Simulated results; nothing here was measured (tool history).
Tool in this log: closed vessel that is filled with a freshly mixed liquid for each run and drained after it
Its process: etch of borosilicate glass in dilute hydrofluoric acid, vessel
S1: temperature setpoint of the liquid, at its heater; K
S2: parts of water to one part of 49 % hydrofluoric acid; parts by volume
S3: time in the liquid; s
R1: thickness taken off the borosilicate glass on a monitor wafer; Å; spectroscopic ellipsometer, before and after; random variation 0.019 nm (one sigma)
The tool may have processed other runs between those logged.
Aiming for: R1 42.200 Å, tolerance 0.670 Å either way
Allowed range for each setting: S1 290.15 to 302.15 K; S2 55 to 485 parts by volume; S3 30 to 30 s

run	hour	S1	S2	S3	R1
1	0.0	294.15	270	30	25.489
2	2.1	291.15	270	30	22.871
3	6.5	290.15	270	30	22.057
4	7.9	293.65	255	30	27.113
5	15.4	296.15	245	30	31.034
6	20.9	298.15	240	30	34.117
7	27.2	299.15	235	30	36.332
8	35.7	300.15	230	30	38.969
9	38.0	300.65	230	30	39.375

Which single option among these 4 for the next run brings every result within its allowed miss of target? Just one does.
A	40.3	302.15	265	30	?
B	40.3	302.15	250	30	?
C	40.3	301.15	250	30	?
D	40.3	297.65	200	30	?

move	R1
A	34.827
B	37.545
C	36.293
D	42.338
A: further off than the last run
B: further off than the last run
C: further off than the last run
D: hits every target within its allowed miss
Correct choice: D, which meets every target
